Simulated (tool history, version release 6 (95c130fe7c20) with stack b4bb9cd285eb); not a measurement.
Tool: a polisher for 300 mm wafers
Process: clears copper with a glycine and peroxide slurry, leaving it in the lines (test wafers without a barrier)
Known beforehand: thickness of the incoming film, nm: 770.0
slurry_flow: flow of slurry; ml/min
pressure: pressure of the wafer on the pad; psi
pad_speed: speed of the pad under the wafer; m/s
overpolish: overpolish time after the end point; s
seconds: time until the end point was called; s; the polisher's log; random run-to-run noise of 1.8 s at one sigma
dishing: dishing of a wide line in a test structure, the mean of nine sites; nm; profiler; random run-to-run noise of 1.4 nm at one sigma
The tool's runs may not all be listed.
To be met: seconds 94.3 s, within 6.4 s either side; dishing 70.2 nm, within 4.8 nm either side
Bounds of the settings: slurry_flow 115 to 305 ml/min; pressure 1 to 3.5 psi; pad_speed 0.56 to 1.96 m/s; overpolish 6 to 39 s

run  hour  slurry_flow  pressure  pad_speed  overpolish  seconds  dishing
  1     0          195       2.2       1.26          20    134.4   54.561
  2   4.7          195       2.3       1.26          20   130.47   55.558
  3   5.6          195       2.3       1.08          20   147.36   52.841
  4   7.4          195       1.9       1.08          20   167.05   47.793
  5  14.2          195       1.9       1.08          12   166.77   36.158
  6  16.8          195       2.4       1.08          12   144.01   38.789
     19.9  -- worn pad replaced by a new one
  7  19.9          195       2.5        1.1          13   124.46    47.32
  8  25.5          195       2.6        1.1          13   124.21   48.069

5 candidate next runs follow, results not yet known. Just one meets every target within its allowed miss. Identify it.
  A  31.1          155       1.8        0.9          30        ?        ?
  B  31.1          165       3.1       1.28          15        ?        ?
  C  31.1          115       1.6       1.22          13        ?        ?
  D  31.1          140       3.2       1.56          13        ?        ?
  E  31.1          215         3       1.26          23        ?        ?

move  seconds  dishing
   A   195.41    57.05
   B   93.812   58.492
   C   180.46   35.021
   D   78.872   58.911
   E     94.2    69.05
A: lands further from the targets than the last run did
B: brings the result that was furthest off to its target, and leaves another outside
C: lands further from the targets than the last run did
D: moves the result that the last run missed by most past its target, out the other side
E: hits every target within its allowed miss
The right move is E.
